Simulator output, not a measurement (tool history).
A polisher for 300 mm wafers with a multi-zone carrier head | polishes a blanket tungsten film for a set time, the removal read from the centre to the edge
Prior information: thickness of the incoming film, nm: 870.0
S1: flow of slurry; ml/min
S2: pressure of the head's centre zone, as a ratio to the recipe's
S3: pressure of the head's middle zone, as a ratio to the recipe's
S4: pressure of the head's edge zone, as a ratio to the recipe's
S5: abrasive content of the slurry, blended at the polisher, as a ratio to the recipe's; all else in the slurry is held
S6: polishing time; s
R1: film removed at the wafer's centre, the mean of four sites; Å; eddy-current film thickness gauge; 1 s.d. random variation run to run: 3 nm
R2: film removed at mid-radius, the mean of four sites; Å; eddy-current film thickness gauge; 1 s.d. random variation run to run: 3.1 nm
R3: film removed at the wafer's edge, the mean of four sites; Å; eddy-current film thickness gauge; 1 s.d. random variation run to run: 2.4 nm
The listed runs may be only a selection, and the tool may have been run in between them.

run 1 hour=0 | S1=125 S2=1 S3=1 S4=1 S5=1 S6=66 | R1=2757.3 R2=2931.1 R3=3025.8
run 2 hour=4.7 | S1=125 S2=1 S3=1 S4=1.05 S5=1 S6=66 | R1=2810 R2=2902 R3=2997.7
run 3 hour=9 | S1=125 S2=1 S3=1.08 S4=1.05 S5=1 S6=66 | R1=2713.7 R2=3094.4 R3=2966.3
run 4 hour=11.5 | S1=125 S2=1 S3=1.08 S4=1.05 S5=0.9 S6=66 | R1=2673.3 R2=3059.5 R3=2958.2
run 5 hour=15.3 | S1=120 S2=0.99 S3=1.07 S4=1.05 S5=0.85 S6=65 | R1=2542.3 R2=2928.4 R3=2866.9
run 6 hour=24.1 | S1=120 S2=0.92 S3=1.07 S4=1.05 S5=0.85 S6=65 | R1=2379.9 R2=2823.7 R3=2870
run 7 hour=28.4 | S1=120 S2=0.92 S3=1.06 S4=1.05 S5=0.8 S6=64 | R1=2385.1 R2=2811.2 R3=2764.4
run 8 hour=35.3 | S1=115 S2=0.91 S3=1.05 S4=1.05 S5=0.8 S6=64 | R1=2263.5 R2=2691.2 R3=2780.3
run 9 hour=38.4 | S1=115 S2=0.92 S3=1.04 S4=1.05 S5=0.75 S6=64 | R1=2336 R2=2645.9 R3=2727.8
run 10 hour=45.1 | S1=115 S2=0.92 S3=1.04 S4=1.05 S5=0.75 S6=64 | R1=2286 R2=2719 R3=2765.2
run 11 hour=45.7 | S1=85 S2=0.93 S3=0.94 S4=1.01 S5=0.6 S6=63 | R1=1878.7 R2=1988.6 R3=2377.4

Expected results for the next run?
-- hour=49.5 slurry nozzle cleaned
run 12 hour=49.5 | S1=90 S2=0.93 S3=0.94 S4=1.01 S5=0.6 S6=63 | R1=? R2=? R3=?

For run 12 the tool returned R1 2476.4 Å, R2 2549.9 Å, R3 2745.1 Å.
